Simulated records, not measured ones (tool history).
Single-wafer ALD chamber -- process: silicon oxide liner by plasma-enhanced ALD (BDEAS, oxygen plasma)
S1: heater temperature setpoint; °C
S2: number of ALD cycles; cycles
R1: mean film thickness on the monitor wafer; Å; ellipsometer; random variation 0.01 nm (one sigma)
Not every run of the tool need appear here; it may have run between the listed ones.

Run 1, hour 0.0: S1 325 °C, S2 31 cycles. Result: R1 28.228 Å.
Run 2, hour 1.1: S1 330 °C, S2 31 cycles. Result: R1 28.049 Å.
Run 3, hour 7.6: S1 329 °C, S2 33 cycles. Result: R1 30.021 Å.
Run 4, hour 8.1: S1 329 °C, S2 31 cycles. Result: R1 27.955 Å.
Run 5, hour 9.2: S1 328 °C, S2 32 cycles. Result: R1 28.921 Å.
Run 6, hour 11.5: S1 328 °C, S2 33 cycles. Result: R1 30.095 Å.
Run 7, hour 14.7: S1 328 °C, S2 34 cycles. Result: R1 30.836 Å.

Run 8 comes next. What will it give?
Run 8, hour 21.3: S1 328 °C, S2 35 cycles. Result: R1 ?.

R1: 31.620 Å

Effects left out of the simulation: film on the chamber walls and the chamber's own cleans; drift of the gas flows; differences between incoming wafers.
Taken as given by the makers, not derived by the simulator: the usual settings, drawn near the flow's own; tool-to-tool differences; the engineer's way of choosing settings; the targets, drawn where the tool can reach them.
